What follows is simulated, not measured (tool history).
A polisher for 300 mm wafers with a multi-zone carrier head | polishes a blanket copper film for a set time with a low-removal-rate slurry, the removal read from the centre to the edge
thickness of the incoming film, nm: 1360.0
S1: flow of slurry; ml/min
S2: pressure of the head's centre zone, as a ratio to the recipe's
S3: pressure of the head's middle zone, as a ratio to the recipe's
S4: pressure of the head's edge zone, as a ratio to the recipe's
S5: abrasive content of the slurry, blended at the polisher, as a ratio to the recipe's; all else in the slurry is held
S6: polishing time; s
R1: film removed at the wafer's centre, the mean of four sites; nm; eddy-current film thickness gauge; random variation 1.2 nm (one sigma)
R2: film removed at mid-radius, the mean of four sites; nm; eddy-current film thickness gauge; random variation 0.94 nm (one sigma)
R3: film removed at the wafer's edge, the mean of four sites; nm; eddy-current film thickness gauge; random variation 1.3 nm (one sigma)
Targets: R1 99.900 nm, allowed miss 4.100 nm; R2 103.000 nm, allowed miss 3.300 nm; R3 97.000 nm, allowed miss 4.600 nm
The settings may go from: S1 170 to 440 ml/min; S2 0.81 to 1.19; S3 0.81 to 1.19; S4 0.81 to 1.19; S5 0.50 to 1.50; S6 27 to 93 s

run,hour,S1,S2,S3,S4,S5,S6,R1,R2,R3
1,0.0,280,1.00,1.00,1.00,1.00,59,126.950,133.450,140.300
2,2.1,280,1.00,1.00,0.92,1.00,59,129.040,134.660,132.270
3,11.0,280,1.00,1.00,0.92,1.00,47,103.220,107.620,101.900
4,14.5,280,1.00,1.00,0.92,1.00,54,119.250,120.670,120.020
# hour 17.7: edge zone pressure recalibrated
5,17.7,280,1.00,1.00,0.92,0.80,54,115.170,119.070,112.100
6,25.3,275,0.98,0.98,0.91,0.75,54,107.710,112.800,107.380
7,31.8,270,0.97,0.97,0.89,0.75,54,105.440,111.660,107.080
8,34.5,265,0.97,0.96,0.88,0.70,54,106.780,108.930,105.260

Which of these 5 next moves meets every target?
A,37.2,270,0.85,0.84,1.03,0.90,53,?,?,?
B,37.2,230,0.97,0.91,0.96,0.80,53,?,?,?
C,37.2,235,1.00,0.98,0.90,0.60,52,?,?,?
D,37.2,285,1.03,1.07,0.81,0.65,50,?,?,?
E,37.2,265,0.90,0.93,0.92,0.75,49,?,?,?

move,R1,R2,R3
A,96.087,102.360,115.040
B,104.880,104.580,107.010
C,100.270,103.070,96.216
D,103.530,110.950,91.370
E,90.377,98.813,96.976
A: brings the result that was furthest off to its target, and leaves another outside
B: brings the result that was furthest off to its target, and leaves another outside
C: meets every target
D: further off than the last run
E: takes the result that was furthest off past its target
The right move is C.
